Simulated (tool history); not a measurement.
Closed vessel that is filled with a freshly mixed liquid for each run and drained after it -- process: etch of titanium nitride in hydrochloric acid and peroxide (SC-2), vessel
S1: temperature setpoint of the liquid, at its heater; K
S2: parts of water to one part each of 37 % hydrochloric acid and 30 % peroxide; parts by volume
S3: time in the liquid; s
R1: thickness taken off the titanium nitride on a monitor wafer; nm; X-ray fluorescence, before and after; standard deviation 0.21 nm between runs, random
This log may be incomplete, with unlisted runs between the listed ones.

run 1 day=0 | S1=333.15 S2=6 S3=420 | R1=24.134
run 2 day=0.112 | S1=333.15 S2=6 S3=420 | R1=24.23
run 3 day=0.2 | S1=334.15 S2=6 S3=420 | R1=25.716
run 4 day=0.346 | S1=334.15 S2=7 S3=420 | R1=22.845
run 5 day=0.517 | S1=338.65 S2=7 S3=420 | R1=30.091
run 6 day=0.846 | S1=338.65 S2=7 S3=420 | R1=30.037
run 7 day=1.05 | S1=339.15 S2=7 S3=420 | R1=31.299

Run 8, settings as shown, results not yet in. Your forecast:
run 8 day=1.362 | S1=339.65 S2=7 S3=420 | R1=?

R1: 32.101 nm

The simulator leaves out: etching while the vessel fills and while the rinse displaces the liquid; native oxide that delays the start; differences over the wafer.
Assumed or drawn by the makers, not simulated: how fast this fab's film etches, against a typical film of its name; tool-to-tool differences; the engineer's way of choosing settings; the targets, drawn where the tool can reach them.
